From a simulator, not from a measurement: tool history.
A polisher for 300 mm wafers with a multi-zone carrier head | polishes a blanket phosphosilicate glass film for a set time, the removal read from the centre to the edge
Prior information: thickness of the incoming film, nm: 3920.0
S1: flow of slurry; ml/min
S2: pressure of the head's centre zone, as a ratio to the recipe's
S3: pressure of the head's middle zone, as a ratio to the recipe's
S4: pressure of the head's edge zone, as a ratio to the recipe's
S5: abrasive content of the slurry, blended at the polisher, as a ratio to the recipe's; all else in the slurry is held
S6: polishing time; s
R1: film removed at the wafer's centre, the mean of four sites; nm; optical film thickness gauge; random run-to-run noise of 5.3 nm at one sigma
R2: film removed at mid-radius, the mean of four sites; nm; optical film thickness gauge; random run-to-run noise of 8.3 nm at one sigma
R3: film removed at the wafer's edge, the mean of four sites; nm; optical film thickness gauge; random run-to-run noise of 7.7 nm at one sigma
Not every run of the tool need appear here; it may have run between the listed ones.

run	day	S1	S2	S3	S4	S5	S6	R1	R2	R3
1	0.000	260	1.00	1.00	1.00	1.00	66	718.90	693.23	714.50
2	0.246	260	0.95	1.00	1.00	1.00	66	679.12	701.15	693.52
3	0.579	260	0.95	1.00	1.00	0.85	66	645.21	655.46	662.50
4	0.612	280	1.00	1.03	0.94	0.75	66	666.77	677.02	652.32
5	0.758	280	1.07	1.03	0.94	0.75	66	697.97	660.33	628.63
6	0.933	280	1.07	1.03	0.94	0.75	55	581.58	568.30	525.17
# day 1.050: edge zone pressure recalibrated
7	1.050	295	1.10	1.04	0.94	0.80	55	609.58	586.30	520.25
8	1.258	290	1.11	1.03	0.94	0.85	55	627.71	595.63	514.74
9	1.308	290	1.12	1.02	0.97	0.90	56	662.86	583.53	573.31

Forecast run 10:
10	1.562	295	1.13	1.03	0.96	0.90	56	?	?	?

For run 10 the tool returned R1 662.82 nm, R2 597.60 nm, R3 558.96 nm.
